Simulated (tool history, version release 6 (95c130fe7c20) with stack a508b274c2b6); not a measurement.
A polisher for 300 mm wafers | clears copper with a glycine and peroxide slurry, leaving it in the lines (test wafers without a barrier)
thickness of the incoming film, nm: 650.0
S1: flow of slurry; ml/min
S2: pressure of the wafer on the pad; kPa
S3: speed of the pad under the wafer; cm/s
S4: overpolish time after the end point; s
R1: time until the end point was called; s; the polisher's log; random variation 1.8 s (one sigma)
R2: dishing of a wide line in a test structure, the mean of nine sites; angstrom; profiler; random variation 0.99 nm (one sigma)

run 1 hour=0 | S1=320 S2=20.7 S3=130 S4=21 | R1=81.942 R2=932.16
run 2 hour=2.2 | S1=320 S2=20.7 S3=112 S4=21 | R1=92.099 R2=876.76
run 3 hour=7.5 | S1=320 S2=20.7 S3=130 S4=21 | R1=81.258 R2=978.67
run 4 hour=12.4 | S1=320 S2=20.7 S3=130 S4=27 | R1=82.586 R2=1066.3
run 5 hour=21.1 | S1=320 S2=22.8 S3=130 S4=27 | R1=77.386 R2=1183.6
run 6 hour=29.3 | S1=400 S2=22.8 S3=130 S4=27 | R1=74.269 R2=1168.2
run 7 hour=37.3 | S1=400 S2=21.4 S3=128 S4=26 | R1=80.41 R2=1092.2
run 8 hour=41.9 | S1=400 S2=20 S3=126 S4=24 | R1=86.031 R2=993.78
run 9 hour=48.7 | S1=400 S2=18.6 S3=124 S4=22 | R1=91.233 R2=891.54
run 10 hour=56.3 | S1=400 S2=17.9 S3=124 S4=21 | R1=94.319 R2=814.2
run 11 hour=64.3 | S1=400 S2=17.2 S3=124 S4=21 | R1=95.817 R2=831.45

Forecast run 12:
run 12 hour=68.3 | S1=400 S2=16.5 S3=122 S4=20 | R1=? R2=?

{"run 12": {"R1": 99.828, "R2": 766.69}}
